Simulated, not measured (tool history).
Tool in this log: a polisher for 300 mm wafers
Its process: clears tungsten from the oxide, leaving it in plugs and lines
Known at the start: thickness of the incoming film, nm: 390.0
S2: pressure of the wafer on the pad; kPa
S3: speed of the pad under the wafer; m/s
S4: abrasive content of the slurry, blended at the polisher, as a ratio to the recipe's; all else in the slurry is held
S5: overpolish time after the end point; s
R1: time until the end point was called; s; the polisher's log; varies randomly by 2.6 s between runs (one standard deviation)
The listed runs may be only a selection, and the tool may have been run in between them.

Run 1, hour 0.0: flow of slurry (ml/min) 250, S2 29.6 kPa, S3 1.08 m/s, S4 1.0, S5 8 s. Result: R1 82.844 s.
Run 2, hour 9.0: flow of slurry (ml/min) 280, S2 29.6 kPa, S3 1.08 m/s, S4 1.0, S5 8 s. Result: R1 81.847 s.
Run 3, hour 15.3: flow of slurry (ml/min) 280, S2 25.5 kPa, S3 1.06 m/s, S4 1.0, S5 8 s. Result: R1 96.747 s.
Run 4, hour 23.4: flow of slurry (ml/min) 280, S2 25.5 kPa, S3 1.06 m/s, S4 1.0, S5 7 s. Result: R1 100.380 s.
Run 5, hour 27.2: flow of slurry (ml/min) 280, S2 25.5 kPa, S3 1.06 m/s, S4 1.0, S5 7 s. Result: R1 99.523 s.
Run 6, hour 28.9: flow of slurry (ml/min) 280, S2 25.5 kPa, S3 1.06 m/s, S4 1.0, S5 8 s. Result: R1 99.373 s.

Run 7 comes next. What will it give?
Run 7, hour 35.8: flow of slurry (ml/min) 280, S2 23.4 kPa, S3 1.04 m/s, S4 1.0, S5 8 s. Result: R1 ?.

{"run 7": {"R1": 105.52}}
